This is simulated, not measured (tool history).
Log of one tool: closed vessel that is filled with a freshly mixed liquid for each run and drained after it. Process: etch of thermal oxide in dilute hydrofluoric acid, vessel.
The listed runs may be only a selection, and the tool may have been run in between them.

| run | hour | temperature setpoint of the liquid (C) | parts of water to one part of 49 % hydrofluoric acid (parts by volume) | time in the liquid (s) | thickness taken off the thermal oxide on a monitor wafer (Å) |
|---|---|---|---|---|---|
| 1 | 0.0 | 22.0 | 215 | 3190 | 602.46 |
| 2 | 6.9 | 21.0 | 225 | 3190 | 548.50 |
| 3 | 10.3 | 21.0 | 190 | 3190 | 672.09 |
| 4 | 19.9 | 20.5 | 205 | 3190 | 607.35 |
| 5 | 25.0 | 20.5 | 205 | 3395 | 646.14 |
| 6 | 26.7 | 20.0 | 215 | 3395 | 594.21 |
| 7 | 34.7 | 19.5 | 225 | 3395 | 549.67 |
| 8 | 42.6 | 19.0 | 230 | 3395 | 526.90 |

What will run 9 give?
| 9 | 52.4 | 18.5 | 235 | 3395 | ? |

{"run 9": {"thickness taken off the thermal oxide on a monitor wafer (Å)": 503.02}}
